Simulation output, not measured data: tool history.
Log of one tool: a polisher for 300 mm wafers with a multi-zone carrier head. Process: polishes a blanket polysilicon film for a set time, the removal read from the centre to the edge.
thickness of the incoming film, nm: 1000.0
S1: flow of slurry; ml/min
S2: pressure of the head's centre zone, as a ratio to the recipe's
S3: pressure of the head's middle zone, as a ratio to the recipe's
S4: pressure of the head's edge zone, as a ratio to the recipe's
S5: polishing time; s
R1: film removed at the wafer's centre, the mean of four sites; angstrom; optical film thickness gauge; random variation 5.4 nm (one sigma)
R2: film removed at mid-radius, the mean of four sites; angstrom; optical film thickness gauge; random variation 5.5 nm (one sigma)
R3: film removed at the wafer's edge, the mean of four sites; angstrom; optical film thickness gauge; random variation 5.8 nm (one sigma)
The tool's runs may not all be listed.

| run | hour | S1 | S2 | S3 | S4 | S5 | R1 | R2 | R3 |
|---|---|---|---|---|---|---|---|---|---|
| 1 | 0.0 | 120 | 1.00 | 1.00 | 1.00 | 58 | 2890.2 | 2862.4 | 2975.1 |
| 2 | 2.6 | 120 | 1.00 | 1.00 | 1.00 | 46 | 2394.5 | 2289.3 | 2275.7 |
| 3 | 5.4 | 120 | 1.00 | 1.00 | 1.04 | 46 | 2389.5 | 2247.1 | 2410.3 |
| 4 | 6.3 | 125 | 1.01 | 1.01 | 1.04 | 48 | 2509.9 | 2457.4 | 2539.5 |
| 5 | 11.5 | 125 | 1.01 | 1.01 | 1.04 | 57 | 2928.9 | 2937.0 | 2880.3 |
| 6 | 15.7 | 125 | 1.01 | 1.00 | 1.04 | 59 | 3034.2 | 2995.5 | 3019.7 |
| 7 | 22.9 | 125 | 1.02 | 1.00 | 1.05 | 60 | 3136.0 | 3017.6 | 3183.8 |

Run 8 comes next. What will it give?
| 8 | 30.7 | 130 | 1.03 | 1.01 | 1.06 | 61 | ? | ? | ? |

{"run 8": {"R1": 3293.7, "R2": 3155.7, "R3": 3193.5}}

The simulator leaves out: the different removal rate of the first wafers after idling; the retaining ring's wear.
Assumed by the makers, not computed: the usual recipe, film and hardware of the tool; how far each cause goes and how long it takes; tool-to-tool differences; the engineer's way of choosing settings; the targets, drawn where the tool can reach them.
